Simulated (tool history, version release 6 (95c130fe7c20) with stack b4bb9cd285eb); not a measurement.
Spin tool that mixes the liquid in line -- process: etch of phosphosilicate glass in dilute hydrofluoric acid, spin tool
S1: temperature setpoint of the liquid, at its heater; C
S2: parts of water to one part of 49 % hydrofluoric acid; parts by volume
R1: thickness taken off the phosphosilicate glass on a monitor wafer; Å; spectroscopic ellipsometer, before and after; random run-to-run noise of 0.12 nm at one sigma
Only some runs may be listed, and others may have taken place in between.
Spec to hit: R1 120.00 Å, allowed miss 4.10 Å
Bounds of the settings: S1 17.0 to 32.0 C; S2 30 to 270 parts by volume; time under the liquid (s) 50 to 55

{"run": 1, "hour": 0.0, "S1": 24.0, "S2": 150, "time under the liquid (s)": 50, "R1": 186.86}
{"run": 2, "hour": 3.2, "S1": 22.0, "S2": 160, "time under the liquid (s)": 50, "R1": 161.11}
{"run": 3, "hour": 9.2, "S1": 24.0, "S2": 160, "time under the liquid (s)": 50, "R1": 175.48}
{"run": 4, "hour": 13.2, "S1": 24.0, "S2": 160, "time under the liquid (s)": 55, "R1": 195.69}
{"run": 5, "hour": 19.9, "S1": 27.5, "S2": 160, "time under the liquid (s)": 55, "R1": 221.29}
{"run": 6, "hour": 27.1, "S1": 27.5, "S2": 160, "time under the liquid (s)": 50, "R1": 198.62}
{"run": 7, "hour": 29.6, "S1": 24.5, "S2": 165, "time under the liquid (s)": 50, "R1": 170.31}
{"run": 8, "hour": 35.8, "S1": 22.5, "S2": 170, "time under the liquid (s)": 50, "R1": 156.51}
{"run": 9, "hour": 43.9, "S1": 22.5, "S2": 170, "time under the liquid (s)": 50, "R1": 153.69}
{"run": 10, "hour": 49.0, "S1": 21.0, "S2": 175, "time under the liquid (s)": 50, "R1": 140.39}
{"run": 11, "hour": 52.5, "S1": 20.0, "S2": 175, "time under the liquid (s)": 50, "R1": 135.99}
{"run": 12, "hour": 58.3, "S1": 19.0, "S2": 175, "time under the liquid (s)": 50, "R1": 129.09}
{"run": 13, "hour": 66.9, "S1": 18.5, "S2": 175, "time under the liquid (s)": 50, "R1": 126.72}
{"run": 14, "hour": 75.8, "S1": 18.0, "S2": 175, "time under the liquid (s)": 50, "R1": 124.38}

4 next moves are on the table. One of them brings every result within its allowed miss. Which?
{"run": "A", "hour": 84.7, "S1": 17.0, "S2": 170, "time under the liquid (s)": 55, "R1": "?"}
{"run": "B", "hour": 84.7, "S1": 23.0, "S2": 210, "time under the liquid (s)": 50, "R1": "?"}
{"run": "C", "hour": 84.7, "S1": 18.0, "S2": 185, "time under the liquid (s)": 55, "R1": "?"}
{"run": "D", "hour": 84.7, "S1": 19.0, "S2": 165, "time under the liquid (s)": 50, "R1": "?"}

move=A R1=136.59
move=B R1=122.55
move=C R1=128.95
move=D R1=139.46
A: misses by more than the last run did
B: all results in spec
C: misses by more than the last run did
D: misses by more than the last run did
The right move is B.
